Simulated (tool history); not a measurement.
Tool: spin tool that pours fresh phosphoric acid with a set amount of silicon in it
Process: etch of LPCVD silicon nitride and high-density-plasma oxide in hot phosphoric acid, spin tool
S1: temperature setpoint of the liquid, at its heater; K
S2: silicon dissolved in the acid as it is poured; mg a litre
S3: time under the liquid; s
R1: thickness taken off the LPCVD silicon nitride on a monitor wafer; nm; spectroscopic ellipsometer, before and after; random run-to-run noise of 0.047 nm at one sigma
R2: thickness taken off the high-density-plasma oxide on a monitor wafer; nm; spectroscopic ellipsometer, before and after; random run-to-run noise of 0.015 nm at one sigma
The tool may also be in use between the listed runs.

{"run": 1, "hour": 0.0, "S1": 437.15, "S2": 23.0, "S3": 60, "R1": 6.281, "R2": 0.085384}
{"run": 2, "hour": 7.6, "S1": 437.15, "S2": 23.0, "S3": 70, "R1": 7.4481, "R2": 0.049859}
{"run": 3, "hour": 14.1, "S1": 437.65, "S2": 23.5, "S3": 70, "R1": 7.4798, "R2": 0.14767}
{"run": 4, "hour": 18.7, "S1": 437.15, "S2": 23.5, "S3": 70, "R1": 7.4009, "R2": 0.14053}
{"run": 5, "hour": 21.7, "S1": 437.15, "S2": 13.5, "S3": 70, "R1": 7.4172, "R2": 0.095914}
{"run": 6, "hour": 23.7, "S1": 437.15, "S2": 25.0, "S3": 70, "R1": 7.4192, "R2": 0.17303}

Expected results for the next run?
{"run": 7, "hour": 26.1, "S1": 437.65, "S2": 21.0, "S3": 70, "R1": "?", "R2": "?"}

R1: 7.4679 nm
R2: 0.100010 nm
